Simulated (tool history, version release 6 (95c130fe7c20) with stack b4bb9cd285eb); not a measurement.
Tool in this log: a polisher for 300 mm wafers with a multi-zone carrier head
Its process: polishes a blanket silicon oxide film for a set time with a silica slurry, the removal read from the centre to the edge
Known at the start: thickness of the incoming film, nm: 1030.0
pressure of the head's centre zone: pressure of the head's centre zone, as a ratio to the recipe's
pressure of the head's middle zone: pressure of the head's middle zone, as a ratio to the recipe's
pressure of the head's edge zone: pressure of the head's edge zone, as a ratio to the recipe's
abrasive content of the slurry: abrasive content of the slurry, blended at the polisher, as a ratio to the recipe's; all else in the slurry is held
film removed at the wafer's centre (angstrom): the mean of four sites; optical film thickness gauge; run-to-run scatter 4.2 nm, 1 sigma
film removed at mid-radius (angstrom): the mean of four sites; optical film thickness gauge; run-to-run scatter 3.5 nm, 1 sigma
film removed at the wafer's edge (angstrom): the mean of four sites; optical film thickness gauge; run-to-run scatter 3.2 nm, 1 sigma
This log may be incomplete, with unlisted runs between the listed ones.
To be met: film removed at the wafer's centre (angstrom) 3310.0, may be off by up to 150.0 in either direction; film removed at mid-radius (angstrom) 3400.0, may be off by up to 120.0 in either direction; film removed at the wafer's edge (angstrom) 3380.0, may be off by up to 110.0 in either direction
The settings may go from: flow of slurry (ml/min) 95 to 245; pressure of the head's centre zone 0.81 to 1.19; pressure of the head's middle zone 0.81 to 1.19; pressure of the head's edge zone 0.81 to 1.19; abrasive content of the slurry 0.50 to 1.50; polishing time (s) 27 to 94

run,hour,flow of slurry (ml/min),pressure of the head's centre zone,pressure of the head's middle zone,pressure of the head's edge zone,abrasive content of the slurry,polishing time (s),film removed at the wafer's centre (angstrom),film removed at mid-radius (angstrom),film removed at the wafer's edge (angstrom)
1,0.0,155,1.00,1.00,1.00,1.00,60,2373.0,2527.9,2491.7
2,1.2,155,1.00,1.00,1.08,1.00,60,2361.5,2539.0,2527.8
3,2.3,155,1.00,1.00,1.08,0.90,60,2133.7,2313.6,2333.5
4,8.7,160,1.00,1.00,1.09,1.00,60,2413.6,2524.8,2575.9
5,15.1,170,1.00,1.01,1.10,1.05,60,2445.3,2624.0,2635.6
6,17.0,170,0.96,1.01,1.10,1.05,60,2381.2,2617.1,2674.3
7,17.7,175,0.97,1.01,1.10,1.10,60,2426.5,2743.0,2751.9
8,25.4,180,0.99,1.01,1.10,1.15,60,2656.6,2762.8,2806.5
9,28.7,185,0.99,1.02,1.10,1.20,60,2722.8,2862.6,2932.6
10,36.4,190,1.00,1.03,1.10,1.25,60,2763.7,2953.6,2972.8
11,41.5,195,1.01,1.04,1.10,1.30,60,2902.6,3081.1,3019.9
12,44.6,200,1.01,1.04,1.11,1.35,60,2939.6,3151.8,3055.3
13,50.7,205,1.01,1.04,1.11,1.40,60,3007.8,3231.4,3161.5
14,59.4,210,1.02,1.04,1.12,1.40,60,3053.2,3170.1,3203.4
15,64.0,215,1.02,1.05,1.12,1.40,60,3071.1,3283.1,3199.7
16,68.1,215,1.02,1.05,1.13,1.40,60,3025.1,3213.0,3218.8
17,76.3,215,1.03,1.05,1.13,1.40,60,3123.1,3264.3,3167.7
18,81.0,220,1.03,1.04,1.14,1.45,60,3157.0,3308.7,3235.0

Next run, 4 choices. One meets every target within its allowed miss, the rest don't. Which?
A,85.7,235,1.08,1.01,1.17,1.50,59,?,?,?
B,85.7,225,1.07,1.08,1.15,1.50,56,?,?,?
C,85.7,220,1.09,1.08,1.19,1.45,60,?,?,?
D,85.7,225,1.17,1.04,1.11,1.40,63,?,?,?

move,film removed at the wafer's centre (angstrom),film removed at mid-radius (angstrom),film removed at the wafer's edge (angstrom)
A,3281.0,3149.0,3369.3
B,3067.8,3146.8,3153.4
C,3291.8,3314.8,3384.5
D,3668.0,3329.4,3386.9
A: corrects the largest miss of the last run, while another result sits out of spec
B: moves away from the targets compared with the last run
C: all results land within tolerance of their targets
D: corrects the largest miss of the last run, while another result sits out of spec
Go with C: it meets all targets.

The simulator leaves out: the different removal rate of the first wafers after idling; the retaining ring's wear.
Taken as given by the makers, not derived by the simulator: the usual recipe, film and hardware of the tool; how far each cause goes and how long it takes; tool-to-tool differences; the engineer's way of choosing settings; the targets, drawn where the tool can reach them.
